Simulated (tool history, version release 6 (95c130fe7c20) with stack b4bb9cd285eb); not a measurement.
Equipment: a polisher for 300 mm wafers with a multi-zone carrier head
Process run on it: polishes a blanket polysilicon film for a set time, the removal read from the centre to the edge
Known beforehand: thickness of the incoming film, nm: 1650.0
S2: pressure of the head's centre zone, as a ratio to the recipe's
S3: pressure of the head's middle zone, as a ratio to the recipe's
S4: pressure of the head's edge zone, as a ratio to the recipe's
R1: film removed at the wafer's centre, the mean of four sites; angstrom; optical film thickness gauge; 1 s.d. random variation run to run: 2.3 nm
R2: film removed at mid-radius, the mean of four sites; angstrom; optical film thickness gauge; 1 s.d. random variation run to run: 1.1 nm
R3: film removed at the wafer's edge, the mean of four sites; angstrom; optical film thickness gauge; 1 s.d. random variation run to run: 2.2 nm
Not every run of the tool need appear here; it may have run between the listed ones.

run 1 day=0.000 | flow_of_slurry_(ml/min)=260 S2=1.00 S3=1.00 S4=1.00 polishing_time_(s)=34 | R1=2299.8 R2=2344.8 R3=2303.9
run 2 day=0.258 | flow_of_slurry_(ml/min)=255 S2=0.98 S3=0.97 S4=1.01 polishing_time_(s)=33 | R1=2184.5 R2=2181.8 R3=2233.3
run 3 day=0.279 | flow_of_slurry_(ml/min)=255 S2=0.98 S3=0.97 S4=1.01 polishing_time_(s)=36 | R1=2360.7 R2=2381.2 R3=2434.8
run 4 day=0.525 | flow_of_slurry_(ml/min)=250 S2=0.96 S3=0.95 S4=1.01 polishing_time_(s)=35 | R1=2288.4 R2=2261.9 R3=2378.1
run 5 day=0.667 | flow_of_slurry_(ml/min)=250 S2=0.88 S3=0.95 S4=1.01 polishing_time_(s)=35 | R1=2137.5 R2=2267.1 R3=2355.2
run 6 day=0.821 | flow_of_slurry_(ml/min)=250 S2=0.88 S3=0.95 S4=1.01 polishing_time_(s)=30 | R1=1745.2 R2=1930.1 R3=1984.7
run 7 day=1.146 | flow_of_slurry_(ml/min)=245 S2=0.87 S3=0.93 S4=1.02 polishing_time_(s)=30 | R1=1727.5 R2=1884.0 R3=2036.4

Run 8 has not been measured yet. What should we expect?
run 8 day=1.454 | flow_of_slurry_(ml/min)=240 S2=0.87 S3=0.91 S4=1.01 polishing_time_(s)=30 | R1=? R2=? R3=?

{"run 8": {"R1": 1718.9, "R2": 1891.2, "R3": 2019.7}}

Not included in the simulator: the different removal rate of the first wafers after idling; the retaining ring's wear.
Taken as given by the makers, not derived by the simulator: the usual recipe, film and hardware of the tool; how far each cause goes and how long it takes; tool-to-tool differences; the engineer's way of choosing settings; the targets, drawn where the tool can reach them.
